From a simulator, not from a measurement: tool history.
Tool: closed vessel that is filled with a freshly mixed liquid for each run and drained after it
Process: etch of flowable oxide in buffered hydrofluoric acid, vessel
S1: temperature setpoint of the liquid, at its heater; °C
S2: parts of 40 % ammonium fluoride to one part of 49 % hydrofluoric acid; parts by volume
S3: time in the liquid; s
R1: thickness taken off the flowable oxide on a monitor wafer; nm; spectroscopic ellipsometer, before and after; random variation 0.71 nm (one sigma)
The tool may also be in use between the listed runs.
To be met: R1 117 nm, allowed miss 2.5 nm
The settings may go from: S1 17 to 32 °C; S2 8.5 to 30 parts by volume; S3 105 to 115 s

run  hour    S1    S2   S3      R1
  1     0    24    23  105  130.59
  2   5.6  23.5    23  105  125.52
  3  14.2  25.5    23  105  140.86
  4  15.4  28.5    23  105  164.87
  5  22.9  26.5    23  105  148.52
  6  28.6    30    23  105  176.98
  7  32.5  27.5    23  105  158.29
  8  41.1    26    23  105  144.38
     49.4  -- hydrofluoric acid flow meter replaced
  9  49.4    25    23  105  142.59
 10  55.3    21  23.5  105  114.07

4 next moves are on the table. One of them brings every result within its allowed miss. Which?
  A  61.2  19  20.5  110   ?
  B  61.2  20  22.5  105   ?
  C  61.2  21  25.5  110   ?
  D  61.2  22    23  105   ?

move      R1
   A  115.88
   B  109.74
   C  111.53
   D  120.87
A: meets every target
B: further off than the last run
C: further off than the last run
D: takes the result that was furthest off past its target
Move A is the one to make.
